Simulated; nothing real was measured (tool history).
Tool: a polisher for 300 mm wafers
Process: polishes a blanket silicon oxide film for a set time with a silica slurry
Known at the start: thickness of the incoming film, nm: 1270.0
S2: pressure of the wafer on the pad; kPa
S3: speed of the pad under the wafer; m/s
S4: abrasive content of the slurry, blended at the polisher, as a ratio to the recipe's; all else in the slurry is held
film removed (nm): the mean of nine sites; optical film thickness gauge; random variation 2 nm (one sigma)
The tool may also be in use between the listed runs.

Run 1, hour 0.0: flow of slurry (ml/min) 255, S2 31.0 kPa, S3 1.52 m/s, S4 1.0, polishing time (s) 53. Result: film removed (nm) 198.23.
Run 2, hour 2.9: flow of slurry (ml/min) 255, S2 31.0 kPa, S3 1.52 m/s, S4 1.0, polishing time (s) 53. Result: film removed (nm) 195.66.
Run 3, hour 5.6: flow of slurry (ml/min) 260, S2 33.1 kPa, S3 1.52 m/s, S4 1.0, polishing time (s) 53. Result: film removed (nm) 208.29.
Run 4, hour 13.2: flow of slurry (ml/min) 260, S2 33.1 kPa, S3 1.52 m/s, S4 1.0, polishing time (s) 47. Result: film removed (nm) 184.16.
Run 5, hour 21.3: flow of slurry (ml/min) 260, S2 37.2 kPa, S3 1.52 m/s, S4 1.0, polishing time (s) 47. Result: film removed (nm) 204.63.
Run 6, hour 24.3: flow of slurry (ml/min) 260, S2 37.2 kPa, S3 1.38 m/s, S4 1.0, polishing time (s) 47. Result: film removed (nm) 192.93.

Run 7 comes next. What will it give?
Run 7, hour 31.9: flow of slurry (ml/min) 260, S2 40.7 kPa, S3 1.38 m/s, S4 1.0, polishing time (s) 47. Result: film removed (nm) ?.

{"run 7": {"film removed (nm)": 212.09}}
